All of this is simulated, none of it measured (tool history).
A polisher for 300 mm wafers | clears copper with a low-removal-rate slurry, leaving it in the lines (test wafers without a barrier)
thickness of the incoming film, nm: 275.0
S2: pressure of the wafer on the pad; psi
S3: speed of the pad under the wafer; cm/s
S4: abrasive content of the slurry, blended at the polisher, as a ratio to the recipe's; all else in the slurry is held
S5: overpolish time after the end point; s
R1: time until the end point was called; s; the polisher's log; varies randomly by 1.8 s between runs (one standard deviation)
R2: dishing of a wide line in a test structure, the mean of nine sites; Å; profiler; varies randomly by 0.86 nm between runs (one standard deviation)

{"run": 1, "day": 0.0, "flow of slurry (ml/min)": 145, "S2": 2.2, "S3": 94, "S4": 1, "S5": 23, "R1": 153.66, "R2": 309.14}
{"run": 2, "day": 0.3, "flow of slurry (ml/min)": 145, "S2": 2.2, "S3": 104, "S4": 1, "S5": 23, "R1": 142.19, "R2": 319.3}
{"run": 3, "day": 0.379, "flow of slurry (ml/min)": 145, "S2": 2.3, "S3": 104, "S4": 1, "S5": 24, "R1": 135.75, "R2": 337.78}
{"run": 4, "day": 0.704, "flow of slurry (ml/min)": 145, "S2": 2.4, "S3": 104, "S4": 1, "S5": 25, "R1": 134.82, "R2": 358}
{"day": 0.796, "done": "worn pad replaced by a new one"}
{"run": 5, "day": 0.796, "flow of slurry (ml/min)": 145, "S2": 2.4, "S3": 104, "S4": 0.8, "S5": 25, "R1": 132.64, "R2": 368.65}
{"run": 6, "day": 0.917, "flow of slurry (ml/min)": 145, "S2": 2.5, "S3": 104, "S4": 0.8, "S5": 26, "R1": 130.2, "R2": 392.09}

Predict the results of run 7:
{"run": 7, "day": 1.192, "flow of slurry (ml/min)": 145, "S2": 2.6, "S3": 104, "S4": 0.8, "S5": 27, "R1": "?", "R2": "?"}

R1: 128.29 s
R2: 411.23 Å
